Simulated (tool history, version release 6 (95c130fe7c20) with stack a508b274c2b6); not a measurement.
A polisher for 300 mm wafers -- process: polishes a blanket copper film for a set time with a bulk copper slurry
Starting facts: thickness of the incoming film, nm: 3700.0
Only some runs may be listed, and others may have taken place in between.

run  hour  flow of slurry (ml/min)  pressure of the wafer on the pad (psi)  speed of the pad under the wafer (m/s)  abrasive content of the slurry  polishing time (s)  film removed (nm)
  1     0                      235                                     3.2                                    1.32                               1                  21             275.46
  2   1.8                      235                                     3.1                                    1.32                               1                  21              266.4
  3   6.1                      235                                       3                                    1.32                               1                  21             258.66
  4  13.2                      235                                     2.9                                    1.32                               1                  21             248.72
  5  16.7                      235                                     2.9                                     1.5                               1                  21             281.19
  6  24.1                      235                                     2.8                                     1.5                               1                  21             270.45

Run 7 is up next; what results do you expect?
  7  30.1                      235                                     2.7                                     1.5                               1                  21                  ?

{"run 7": {"film removed (nm)": 262.4}}

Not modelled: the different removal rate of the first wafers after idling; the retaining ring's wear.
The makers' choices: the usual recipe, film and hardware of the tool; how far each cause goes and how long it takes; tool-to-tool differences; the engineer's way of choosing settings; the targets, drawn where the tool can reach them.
